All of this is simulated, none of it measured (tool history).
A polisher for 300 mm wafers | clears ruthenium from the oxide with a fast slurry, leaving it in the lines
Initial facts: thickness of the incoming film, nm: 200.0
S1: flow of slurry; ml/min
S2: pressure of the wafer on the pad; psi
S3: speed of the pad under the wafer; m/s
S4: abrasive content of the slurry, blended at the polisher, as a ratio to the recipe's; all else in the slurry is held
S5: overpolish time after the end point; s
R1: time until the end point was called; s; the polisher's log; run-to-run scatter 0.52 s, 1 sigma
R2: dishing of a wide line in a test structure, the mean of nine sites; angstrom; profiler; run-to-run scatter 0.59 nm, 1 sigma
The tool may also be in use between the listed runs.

Run 1, hour 0.0: S1 285 ml/min, S2 2.9 psi, S3 1.08 m/s, S4 1.0, S5 26 s. Result: R1 49.295 s, R2 760.61 angstrom.
Run 2, hour 7.1: S1 285 ml/min, S2 2.8 psi, S3 1.08 m/s, S4 1.0, S5 23 s. Result: R1 50.849 s, R2 673.90 angstrom.
Run 3, hour 9.2: S1 285 ml/min, S2 2.8 psi, S3 1.08 m/s, S4 0.8, S5 23 s. Result: R1 55.385 s, R2 645.30 angstrom.
Run 4, hour 18.0: S1 285 ml/min, S2 2.8 psi, S3 1.08 m/s, S4 0.8, S5 30 s. Result: R1 55.413 s, R2 764.25 angstrom.
Run 5, hour 24.1: S1 290 ml/min, S2 2.7 psi, S3 1.08 m/s, S4 0.8, S5 25 s. Result: R1 57.460 s, R2 659.19 angstrom.
Run 6, hour 31.2: S1 290 ml/min, S2 2.7 psi, S3 1.08 m/s, S4 0.8, S5 21 s. Result: R1 56.998 s, R2 566.19 angstrom.
Run 7, hour 34.3: S1 290 ml/min, S2 2.6 psi, S3 1.08 m/s, S4 0.8, S5 19 s. Result: R1 59.902 s, R2 498.43 angstrom.
Run 8, hour 40.1: S1 290 ml/min, S2 2.6 psi, S3 1.08 m/s, S4 0.8, S5 18 s. Result: R1 59.617 s, R2 486.30 angstrom.
Run 9, hour 46.9: S1 290 ml/min, S2 2.6 psi, S3 1.08 m/s, S4 0.8, S5 17 s. Result: R1 59.808 s, R2 455.04 angstrom.
Run 10, hour 48.9: S1 290 ml/min, S2 2.6 psi, S3 1.08 m/s, S4 0.8, S5 16 s. Result: R1 58.390 s, R2 427.35 angstrom.

Estimate the outcome of run 11 from the log above:
Run 11, hour 49.5: S1 290 ml/min, S2 2.6 psi, S3 1.08 m/s, S4 0.8, S5 16 s. Result: R1 ?, R2 ?.

Run 11 yielded R1 58.747 s, R2 429.61 angstrom.
